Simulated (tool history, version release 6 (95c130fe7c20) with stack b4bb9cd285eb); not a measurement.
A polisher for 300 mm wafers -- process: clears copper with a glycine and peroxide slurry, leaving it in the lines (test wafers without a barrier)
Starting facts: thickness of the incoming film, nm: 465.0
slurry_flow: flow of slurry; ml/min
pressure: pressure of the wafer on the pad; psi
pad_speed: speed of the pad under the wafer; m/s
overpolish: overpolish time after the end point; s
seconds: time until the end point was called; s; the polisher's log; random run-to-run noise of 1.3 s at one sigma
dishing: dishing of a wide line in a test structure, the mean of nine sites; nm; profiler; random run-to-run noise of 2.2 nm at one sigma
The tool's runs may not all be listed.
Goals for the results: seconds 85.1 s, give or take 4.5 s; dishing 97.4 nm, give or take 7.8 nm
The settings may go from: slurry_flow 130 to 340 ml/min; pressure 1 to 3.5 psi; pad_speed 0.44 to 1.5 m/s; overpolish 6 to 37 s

run,day,slurry_flow,pressure,pad_speed,overpolish,seconds,dishing
1,0,220,2.2,0.96,19,98.392,56.829
2,0.35,220,2.2,0.96,13,98.886,41.806
3,0.6,220,2.2,0.96,17,100.72,53.169
4,0.95,220,2.2,0.96,25,100.29,73.218
5,1.046,220,2.3,0.96,26,97.513,74.606
6,1.371,220,2.5,0.96,26,89.444,81.075
7,1.517,220,2.5,0.96,27,91.211,79.245
8,1.579,220,2.5,0.98,28,91.364,82.507
9,1.771,220,2.6,0.98,29,85.775,86.787

Which one of the following 5 next-run settings gets every result inside its allowed miss? There is exactly one.
A,1.962,200,2.2,1,27,?,?
B,1.962,145,3.1,0.76,34,?,?
C,1.962,300,2.5,1.02,26,?,?
D,1.962,260,2.6,0.98,32,?,?
E,1.962,225,2.5,1.1,25,?,?

move,seconds,dishing
A,98.872,76.07
B,96,94.465
C,84.642,83.198
D,85.595,95.005
E,82.271,82.279
A: lands further from the targets than the last run did
B: gets the furthest-off result to its target, but another result is out of tolerance
C: lands further from the targets than the last run did
D: in spec on every target
E: lands further from the targets than the last run did
Move D is the one to make.

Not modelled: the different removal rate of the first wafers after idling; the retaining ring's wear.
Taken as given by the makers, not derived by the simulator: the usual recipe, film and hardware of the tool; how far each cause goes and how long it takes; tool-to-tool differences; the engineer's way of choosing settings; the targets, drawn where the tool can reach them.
